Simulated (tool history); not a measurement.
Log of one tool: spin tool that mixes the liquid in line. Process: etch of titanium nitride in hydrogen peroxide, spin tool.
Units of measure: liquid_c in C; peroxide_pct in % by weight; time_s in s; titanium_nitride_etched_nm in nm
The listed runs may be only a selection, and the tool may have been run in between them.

run,hour,liquid_c,peroxide_pct,time_s,titanium_nitride_etched_nm
1,0,45,21,50,1.7871
2,7.7,47.5,21,50,2.1825
3,11.5,47.5,21,50,2.1562
4,14,47.5,24.5,50,2.2511
5,17,47.5,28.5,50,2.3289
6,20.8,52,28.5,50,3.2045
7,26.9,53,28.5,50,3.441

What will run 8 give?
8,29.8,53.5,28.5,50,?

{"run 8": {"titanium_nitride_etched_nm": 3.5762}}

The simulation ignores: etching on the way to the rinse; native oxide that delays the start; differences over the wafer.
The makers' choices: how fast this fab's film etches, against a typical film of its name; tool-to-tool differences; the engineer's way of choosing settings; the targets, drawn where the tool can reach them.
